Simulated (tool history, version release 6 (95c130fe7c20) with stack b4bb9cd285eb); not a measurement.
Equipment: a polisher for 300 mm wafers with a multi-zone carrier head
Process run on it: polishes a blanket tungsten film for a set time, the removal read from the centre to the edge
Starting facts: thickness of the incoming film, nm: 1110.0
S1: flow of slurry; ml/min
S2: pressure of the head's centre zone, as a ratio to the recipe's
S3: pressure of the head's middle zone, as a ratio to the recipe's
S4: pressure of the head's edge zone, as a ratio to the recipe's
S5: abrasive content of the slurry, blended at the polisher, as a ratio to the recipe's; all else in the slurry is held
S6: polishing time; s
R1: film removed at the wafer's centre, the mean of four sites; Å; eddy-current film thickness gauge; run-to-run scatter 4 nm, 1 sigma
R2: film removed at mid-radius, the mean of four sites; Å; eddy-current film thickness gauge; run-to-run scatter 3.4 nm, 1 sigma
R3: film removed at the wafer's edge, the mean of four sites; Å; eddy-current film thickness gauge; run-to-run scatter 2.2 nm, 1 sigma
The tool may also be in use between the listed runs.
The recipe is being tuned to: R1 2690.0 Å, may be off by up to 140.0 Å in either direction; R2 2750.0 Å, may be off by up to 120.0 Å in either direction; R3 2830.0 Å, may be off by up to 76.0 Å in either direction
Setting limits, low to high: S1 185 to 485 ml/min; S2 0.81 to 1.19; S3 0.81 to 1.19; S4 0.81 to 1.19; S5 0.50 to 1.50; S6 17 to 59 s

Run 1, day 0.000: S1 310 ml/min, S2 1.00, S3 1.00, S4 1.00, S5 1.00, S6 38 s. Result: R1 3212.3 Å, R2 3073.7 Å, R3 3175.5 Å.
Run 2, day 0.112: S1 310 ml/min, S2 0.93, S3 1.00, S4 1.00, S5 1.00, S6 38 s. Result: R1 3022.6 Å, R2 3103.0 Å, R3 3157.2 Å.
Run 3, day 0.150: S1 305 ml/min, S2 0.91, S3 0.98, S4 0.97, S5 0.95, S6 38 s. Result: R1 2904.6 Å, R2 3079.8 Å, R3 3094.5 Å.
Run 4, day 0.508: S1 375 ml/min, S2 0.91, S3 0.98, S4 0.97, S5 0.95, S6 38 s. Result: R1 2952.2 Å, R2 3091.4 Å, R3 3117.3 Å.
Run 5, day 0.662: S1 375 ml/min, S2 0.91, S3 0.98, S4 0.97, S5 0.95, S6 30 s. Result: R1 2328.1 Å, R2 2430.1 Å, R3 2434.5 Å.
Run 6, day 0.942: S1 375 ml/min, S2 0.91, S3 1.06, S4 0.97, S5 0.95, S6 30 s. Result: R1 2326.9 Å, R2 2620.0 Å, R3 2458.7 Å.
Run 7, day 1.229: S1 375 ml/min, S2 0.93, S3 1.06, S4 1.01, S5 1.05, S6 30 s. Result: R1 2415.9 Å, R2 2628.7 Å, R3 2562.6 Å.
Run 8, day 1.571: S1 390 ml/min, S2 0.99, S3 1.08, S4 1.11, S5 1.30, S6 31 s. Result: R1 2807.0 Å, R2 2985.4 Å, R3 2904.8 Å.

Which of these 4 next moves meets every target?
Run A, day 1.912: S1 405 ml/min, S2 1.08, S3 1.03, S4 1.10, S5 1.15, S6 31 s. Result: R1 ?, R2 ?, R3 ?.
Run B, day 1.912: S1 360 ml/min, S2 1.01, S3 1.07, S4 1.07, S5 1.35, S6 29 s. Result: R1 ?, R2 ?, R3 ?.
Run C, day 1.912: S1 355 ml/min, S2 1.05, S3 1.11, S4 1.06, S5 1.25, S6 29 s. Result: R1 ?, R2 ?, R3 ?.
Run D, day 1.912: S1 385 ml/min, S2 1.02, S3 1.08, S4 1.19, S5 1.20, S6 30 s. Result: R1 ?, R2 ?, R3 ?.

move      R1      R2      R3
   A  3011.5  2732.1  2785.8
   B  2694.9  2704.8  2636.5
   C  2754.6  2742.5  2578.3
   D  2764.4  2766.6  2821.7
A: corrects the largest miss of the last run, while another result sits out of spec
B: corrects the largest miss of the last run, while another result sits out of spec
C: corrects the largest miss of the last run, while another result sits out of spec
D: each result inside its tolerance
Correct choice: D, which meets every target
